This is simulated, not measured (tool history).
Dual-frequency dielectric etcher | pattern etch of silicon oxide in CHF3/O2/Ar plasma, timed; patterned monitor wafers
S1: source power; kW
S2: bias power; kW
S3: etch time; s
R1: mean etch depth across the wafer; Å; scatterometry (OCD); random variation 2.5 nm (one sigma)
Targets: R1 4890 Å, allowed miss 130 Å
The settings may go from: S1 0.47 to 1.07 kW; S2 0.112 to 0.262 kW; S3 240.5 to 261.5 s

run,hour,S1,S2,S3,R1
1,0,0.77,0.187,261.5,6239.9
2,0.9,0.71,0.172,257,5795.4
3,9.6,0.66,0.164,255,5543
4,11.9,0.77,0.164,255,5800.2
5,18.4,0.72,0.155,253.5,5500.2
6,19.1,0.68,0.15,253,5366
7,24.6,0.64,0.146,252.5,5220
8,26.3,0.61,0.143,252,5058.9

Which of these 5 next moves meets every target?
A,28,0.59,0.146,261.5,?
B,28,0.82,0.118,261.5,?
C,28,0.54,0.166,250.5,?
D,28,0.65,0.156,253,?
E,28,0.62,0.149,240.5,?

move,R1
A,5295.1
B,5383.5
C,5202.1
D,5398.5
E,4976.1
A: further off than the last run
B: further off than the last run
C: further off than the last run
D: further off than the last run
E: meets every target
Move E is the one to make.
